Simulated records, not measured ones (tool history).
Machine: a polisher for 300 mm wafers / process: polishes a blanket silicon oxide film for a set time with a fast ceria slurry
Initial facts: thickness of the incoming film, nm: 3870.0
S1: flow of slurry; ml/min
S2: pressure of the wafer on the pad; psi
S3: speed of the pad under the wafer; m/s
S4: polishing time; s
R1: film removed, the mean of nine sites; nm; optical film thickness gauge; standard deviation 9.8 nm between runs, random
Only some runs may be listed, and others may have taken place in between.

run,hour,S1,S2,S3,S4,R1
1,0,310,1.9,1.12,91,1186.6
2,5,310,1.9,1.22,91,1242.9
3,9.9,310,1.9,0.94,91,1043.5
4,14.3,310,1.9,0.94,95,1103.1
5,15.4,310,1.8,0.94,95,1040.9
6,18.7,380,1.8,0.94,95,1081

Run 7 comes next. What will it give?
7,21.3,380,1.7,0.94,95,?

{"run 7": {"R1": 995.82}}
